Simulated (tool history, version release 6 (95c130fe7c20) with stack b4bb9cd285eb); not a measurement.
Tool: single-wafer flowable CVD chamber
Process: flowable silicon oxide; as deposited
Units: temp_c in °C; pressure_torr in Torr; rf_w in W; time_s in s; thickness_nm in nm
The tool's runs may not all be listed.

Run 1, hour 0.0: temp_c 95 °C, pressure_torr 0.800 Torr, rf_w 2125 W, time_s 989 s. Result: thickness_nm 794.66 nm.
Run 2, hour 4.3: temp_c 95 °C, pressure_torr 0.912 Torr, rf_w 2125 W, time_s 989 s. Result: thickness_nm 902.66 nm.
Run 3, hour 6.1: temp_c 95 °C, pressure_torr 0.912 Torr, rf_w 2125 W, time_s 989 s. Result: thickness_nm 904.51 nm.
Run 4, hour 13.5: temp_c 95 °C, pressure_torr 0.912 Torr, rf_w 1995 W, time_s 989 s. Result: thickness_nm 893.88 nm.
Run 5, hour 19.6: temp_c 98 °C, pressure_torr 0.911 Torr, rf_w 1995 W, time_s 989 s. Result: thickness_nm 795.49 nm.
At hour 25.9: RF generator calibrated.
Run 6, hour 25.9: temp_c 98 °C, pressure_torr 0.911 Torr, rf_w 2200 W, time_s 989 s. Result: thickness_nm 822.20 nm.
Run 7, hour 27.0: temp_c 101 °C, pressure_torr 0.910 Torr, rf_w 2200 W, time_s 989 s. Result: thickness_nm 731.54 nm.
Run 8, hour 33.0: temp_c 103 °C, pressure_torr 0.910 Torr, rf_w 2200 W, time_s 989 s. Result: thickness_nm 675.05 nm.

Expected results for the next run?
Run 9, hour 33.9: temp_c 105 °C, pressure_torr 0.910 Torr, rf_w 2200 W, time_s 989 s. Result: thickness_nm ?.

{"run 9": {"thickness_nm": 627.27}}
